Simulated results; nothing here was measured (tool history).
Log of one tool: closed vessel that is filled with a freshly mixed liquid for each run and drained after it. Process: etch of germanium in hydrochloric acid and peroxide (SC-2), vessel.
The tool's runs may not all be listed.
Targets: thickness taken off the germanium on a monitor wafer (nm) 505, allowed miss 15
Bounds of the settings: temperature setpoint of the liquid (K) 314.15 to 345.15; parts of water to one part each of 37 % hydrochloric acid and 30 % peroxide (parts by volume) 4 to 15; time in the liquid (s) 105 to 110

run  hour  temperature setpoint of the liquid (K)  parts of water to one part each of 37 % hydrochloric acid and 30 % peroxide (parts by volume)  time in the liquid (s)  thickness taken off the germanium on a monitor wafer (nm)
  1     0                                  330.15                                                                                            8.5                     105                                                     372.24
  2   6.5                                  331.65                                                                                            8.5                     105                                                     398.03
  3  11.4                                  331.65                                                                                            8.5                     105                                                     387.68
  4  12.5                                  324.65                                                                                            8.5                     105                                                     310.91
  5  16.7                                  324.65                                                                                            8.5                     105                                                     312.45
  6  20.6                                  326.65                                                                                            8.5                     105                                                     336.08
  7  27.6                                  326.65                                                                                            8.5                     105                                                     336.87
  8  30.2                                  328.65                                                                                            8.5                     105                                                     358.25
  9  30.8                                  330.15                                                                                            8.5                     105                                                     372.64
 10  39.5                                  331.65                                                                                            8.5                     105                                                     392.61
 11  40.5                                  331.65                                                                                            8.5                     105                                                     384.23
 12  44.9                                  333.15                                                                                            8.5                     105                                                     411.19
 13  48.7                                  334.15                                                                                            8.5                     105                                                        419
 14  49.9                                  335.15                                                                                            8.5                     105                                                     428.59
 15  55.3                                  341.65                                                                                              8                     105                                                     527.49

4 next moves are on the table. One of them brings every result within its allowed miss. Which?
  A  60.7                                  340.15                                                                                              7                     110                                                          ?
  B  60.7                                  343.65                                                                                             10                     105                                                          ?
  C  60.7                                  343.15                                                                                            8.5                     105                                                          ?
  D  60.7                                  338.65                                                                                            8.5                     110                                                          ?

move  thickness taken off the germanium on a monitor wafer (nm)
   A                                                     533.82
   B                                                     542.83
   C                                                     545.22
   D                                                     503.25
A: further off than the last run
B: further off than the last run
C: further off than the last run
D: meets every target
The right move is D.

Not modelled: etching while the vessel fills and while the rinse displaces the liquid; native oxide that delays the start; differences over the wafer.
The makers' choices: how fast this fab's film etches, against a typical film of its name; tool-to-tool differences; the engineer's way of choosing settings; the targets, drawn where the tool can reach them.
